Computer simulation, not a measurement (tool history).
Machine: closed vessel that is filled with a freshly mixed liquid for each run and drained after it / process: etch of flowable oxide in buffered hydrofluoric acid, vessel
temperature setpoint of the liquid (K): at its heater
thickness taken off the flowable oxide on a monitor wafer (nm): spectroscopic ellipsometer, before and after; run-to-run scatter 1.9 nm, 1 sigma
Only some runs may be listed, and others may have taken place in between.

run,day,temperature setpoint of the liquid (K),parts of 40 % ammonium fluoride to one part of 49 % hydrofluoric acid (parts by volume),time in the liquid (s),thickness taken off the flowable oxide on a monitor wafer (nm)
1,0.000,294.15,19,100,215.14
2,0.233,291.15,19,100,180.86
3,0.421,292.65,19,100,198.58
4,0.725,296.15,19,100,238.69
5,1.033,297.15,19,100,256.06
6,1.254,297.15,19,110,278.26
7,1.396,297.65,19,110,288.80

What does the tool deliver on the next run?
8,1.650,298.15,19,110,?

{"run 8": {"thickness taken off the flowable oxide on a monitor wafer (nm)": 295.49}}

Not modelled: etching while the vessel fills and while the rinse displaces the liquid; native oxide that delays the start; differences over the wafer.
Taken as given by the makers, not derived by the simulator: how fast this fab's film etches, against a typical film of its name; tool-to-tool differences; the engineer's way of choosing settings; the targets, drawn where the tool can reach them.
